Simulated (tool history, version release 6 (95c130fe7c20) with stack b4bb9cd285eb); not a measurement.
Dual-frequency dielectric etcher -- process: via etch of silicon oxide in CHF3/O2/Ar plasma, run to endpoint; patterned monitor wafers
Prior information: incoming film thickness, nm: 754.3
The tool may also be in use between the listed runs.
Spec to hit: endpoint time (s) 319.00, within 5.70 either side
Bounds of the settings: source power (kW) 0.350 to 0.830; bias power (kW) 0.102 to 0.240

{"run": 1, "day": 0.0, "source power (kW)": 0.59, "bias power (kW)": 0.171, "endpoint time (s)": 374.12}
{"run": 2, "day": 0.342, "source power (kW)": 0.63, "bias power (kW)": 0.173, "endpoint time (s)": 362.71}
{"run": 3, "day": 0.712, "source power (kW)": 0.71, "bias power (kW)": 0.173, "endpoint time (s)": 343.94}
{"run": 4, "day": 0.767, "source power (kW)": 0.73, "bias power (kW)": 0.174, "endpoint time (s)": 340.54}
{"run": 5, "day": 1.133, "source power (kW)": 0.73, "bias power (kW)": 0.156, "endpoint time (s)": 362.8}
{"run": 6, "day": 1.467, "source power (kW)": 0.73, "bias power (kW)": 0.125, "endpoint time (s)": 409.84}
{"run": 7, "day": 1.592, "source power (kW)": 0.75, "bias power (kW)": 0.135, "endpoint time (s)": 389.38}
{"run": 8, "day": 1.858, "source power (kW)": 0.83, "bias power (kW)": 0.169, "endpoint time (s)": 330.6}
{"run": 9, "day": 2.062, "source power (kW)": 0.83, "bias power (kW)": 0.171, "endpoint time (s)": 328.69}

Which of these 5 next moves meets every target?
{"run": "A", "day": 2.267, "source power (kW)": 0.83, "bias power (kW)": 0.181, "endpoint time (s)": "?"}
{"run": "B", "day": 2.267, "source power (kW)": 0.81, "bias power (kW)": 0.2, "endpoint time (s)": "?"}
{"run": "C", "day": 2.267, "source power (kW)": 0.83, "bias power (kW)": 0.197, "endpoint time (s)": "?"}
{"run": "D", "day": 2.267, "source power (kW)": 0.83, "bias power (kW)": 0.2, "endpoint time (s)": "?"}
{"run": "E", "day": 2.267, "source power (kW)": 0.83, "bias power (kW)": 0.199, "endpoint time (s)": "?"}

move=A endpoint_time_(s)=322.91
move=B endpoint_time_(s)=309.55
move=C endpoint_time_(s)=309.28
move=D endpoint_time_(s)=306.93
move=E endpoint_time_(s)=307.71
A: every result lands within tolerance
B: carries the result that was furthest off beyond its target, to the other side
C: carries the result that was furthest off beyond its target, to the other side
D: carries the result that was furthest off beyond its target, to the other side
E: carries the result that was furthest off beyond its target, to the other side
So the answer is move A, the one that meets all the targets.

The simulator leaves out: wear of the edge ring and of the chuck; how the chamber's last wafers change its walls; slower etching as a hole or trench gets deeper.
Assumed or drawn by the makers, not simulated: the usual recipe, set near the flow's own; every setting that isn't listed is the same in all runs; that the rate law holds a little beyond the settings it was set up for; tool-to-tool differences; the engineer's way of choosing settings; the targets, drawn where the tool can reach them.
